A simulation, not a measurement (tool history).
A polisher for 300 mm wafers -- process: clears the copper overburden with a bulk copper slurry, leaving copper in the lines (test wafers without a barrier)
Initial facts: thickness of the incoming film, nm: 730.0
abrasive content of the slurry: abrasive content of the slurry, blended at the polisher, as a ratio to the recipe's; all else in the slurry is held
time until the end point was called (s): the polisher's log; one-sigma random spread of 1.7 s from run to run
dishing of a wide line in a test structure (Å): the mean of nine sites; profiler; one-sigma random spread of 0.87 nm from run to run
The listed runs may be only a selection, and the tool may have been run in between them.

run  hour  flow of slurry (ml/min)  pressure of the wafer on the pad (psi)  speed of the pad under the wafer (cm/s)  abrasive content of the slurry  overpolish time after the end point (s)  time until the end point was called (s)  dishing of a wide line in a test structure (Å)
  1   0.0                      150                                     3.0                                      112                             1.0                                       26                                   86.905                                         1018.40
  2   2.6                      150                                     2.4                                      112                             1.0                                       26                                  108.090                                          912.09
  3   4.8                      150                                     2.4                                       92                             1.0                                       26                                  130.580                                          780.50
  4  12.8                      155                                     2.6                                       90                             1.0                                       21                                  123.470                                          732.88
  5  16.1                      135                                     2.6                                       90                             1.0                                       21                                  131.150                                          698.05
  6  20.3                      155                                     2.7                                       90                             1.0                                       18                                  117.680                                          677.56
  7  28.6                      165                                     2.7                                       90                             1.0                                       17                                  118.940                                          649.84

Run 8 is up next; what results do you expect?
  8  29.5                      170                                     2.8                                       90                             1.0                                       17                                        ?                                               ?

For run 8 the tool returned time until the end point was called (s) 113.390, dishing of a wide line in a test structure (Å) 668.21.
